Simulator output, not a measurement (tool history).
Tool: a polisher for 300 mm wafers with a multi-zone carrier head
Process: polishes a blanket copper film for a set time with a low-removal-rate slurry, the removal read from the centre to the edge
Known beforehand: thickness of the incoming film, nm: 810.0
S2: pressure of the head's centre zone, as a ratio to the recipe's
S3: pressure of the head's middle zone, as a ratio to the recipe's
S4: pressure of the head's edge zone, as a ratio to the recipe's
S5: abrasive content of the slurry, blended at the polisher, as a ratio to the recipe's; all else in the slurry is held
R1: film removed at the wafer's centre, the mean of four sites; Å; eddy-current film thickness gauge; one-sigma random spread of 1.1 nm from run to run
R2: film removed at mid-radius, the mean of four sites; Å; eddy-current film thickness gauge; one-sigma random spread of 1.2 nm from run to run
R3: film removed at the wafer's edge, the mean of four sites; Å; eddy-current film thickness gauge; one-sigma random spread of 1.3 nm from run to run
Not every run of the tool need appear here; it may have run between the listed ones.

run 1 hour=0 | flow_of_slurry_(ml/min)=280 S2=1 S3=1 S4=1 S5=1 polishing_time_(s)=73 | R1=2175.7 R2=2148.6 R3=2120.1
run 2 hour=2.6 | flow_of_slurry_(ml/min)=280 S2=1 S3=0.96 S4=1 S5=1 polishing_time_(s)=73 | R1=2172.9 R2=2052.4 R3=2080
run 3 hour=4.8 | flow_of_slurry_(ml/min)=300 S2=1.01 S3=0.98 S4=0.95 S5=0.85 polishing_time_(s)=65 | R1=1902 R2=1814.2 R3=1797.4
run 4 hour=6.6 | flow_of_slurry_(ml/min)=300 S2=1.04 S3=1.02 S4=0.91 S5=0.75 polishing_time_(s)=58 | R1=1678.9 R2=1672 R3=1540.7
run 5 hour=13 | flow_of_slurry_(ml/min)=290 S2=1.06 S3=1.02 S4=0.88 S5=0.7 polishing_time_(s)=55 | R1=1620.6 R2=1520.6 R3=1418.9
run 6 hour=13.8 | flow_of_slurry_(ml/min)=290 S2=1.06 S3=1.02 S4=0.93 S5=0.7 polishing_time_(s)=55 | R1=1631.5 R2=1516.6 R3=1459.6
run 7 hour=18.6 | flow_of_slurry_(ml/min)=275 S2=1.07 S3=1.04 S4=0.9 S5=0.65 polishing_time_(s)=53 | R1=1553.7 R2=1501.8 R3=1386
run 8 hour=20.1 | flow_of_slurry_(ml/min)=310 S2=1.13 S3=1.07 S4=0.81 S5=0.5 polishing_time_(s)=42 | R1=1269.2 R2=1168.3 R3=979.37

What does the tool deliver on the next run?
run 9 hour=28.3 | flow_of_slurry_(ml/min)=310 S2=1.14 S3=1.16 S4=0.91 S5=0.6 polishing_time_(s)=42 | R1=? R2=? R3=?

R1: 1315.7 Å
R2: 1292.6 Å
R3: 1070.6 Å

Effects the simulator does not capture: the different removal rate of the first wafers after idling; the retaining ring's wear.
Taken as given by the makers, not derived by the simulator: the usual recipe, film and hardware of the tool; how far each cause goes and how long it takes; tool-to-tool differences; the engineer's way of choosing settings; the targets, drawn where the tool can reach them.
